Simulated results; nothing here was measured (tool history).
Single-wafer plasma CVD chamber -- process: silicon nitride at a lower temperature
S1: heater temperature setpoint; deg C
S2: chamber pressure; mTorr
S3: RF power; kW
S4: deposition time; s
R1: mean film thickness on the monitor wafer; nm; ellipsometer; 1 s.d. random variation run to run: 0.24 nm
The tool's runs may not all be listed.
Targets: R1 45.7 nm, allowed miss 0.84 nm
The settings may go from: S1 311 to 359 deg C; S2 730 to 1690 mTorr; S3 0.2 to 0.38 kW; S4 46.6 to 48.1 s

run 1 day=0 | S1=335 S2=1210 S3=0.29 S4=46.6 | R1=52.016
run 2 day=0.242 | S1=335 S2=1120 S3=0.285 S4=46.6 | R1=50.291
run 3 day=0.346 | S1=335 S2=1050 S3=0.285 S4=46.6 | R1=49.82
run 4 day=0.421 | S1=335 S2=1000 S3=0.28 S4=46.6 | R1=48.716
run 5 day=0.725 | S1=335 S2=950 S3=0.275 S4=46.6 | R1=47.23
run 6 day=1 | S1=335 S2=950 S3=0.275 S4=46.6 | R1=47.307
run 7 day=1.088 | S1=335 S2=920 S3=0.275 S4=46.6 | R1=47.409
run 8 day=1.321 | S1=335 S2=890 S3=0.275 S4=46.6 | R1=46.954

Below are 5 possible settings for the next run. Only one of them brings all results inside the allowed miss of their targets. Which is it?
run A day=1.554 | S1=344 S2=890 S3=0.27 S4=46.8 | R1=?
run B day=1.554 | S1=333 S2=980 S3=0.275 S4=46.6 | R1=?
run C day=1.554 | S1=337 S2=920 S3=0.275 S4=48.1 | R1=?
run D day=1.554 | S1=333 S2=940 S3=0.275 S4=47.4 | R1=?
run E day=1.554 | S1=321 S2=730 S3=0.305 S4=47 | R1=?

move=A R1=46.03
move=B R1=47.761
move=C R1=48.561
move=D R1=48.152
move=E R1=49.336
A: all results in spec
B: the biggest miss grows against the last run
C: the biggest miss grows against the last run
D: the biggest miss grows against the last run
E: the biggest miss grows against the last run
The move that meets every target is A.
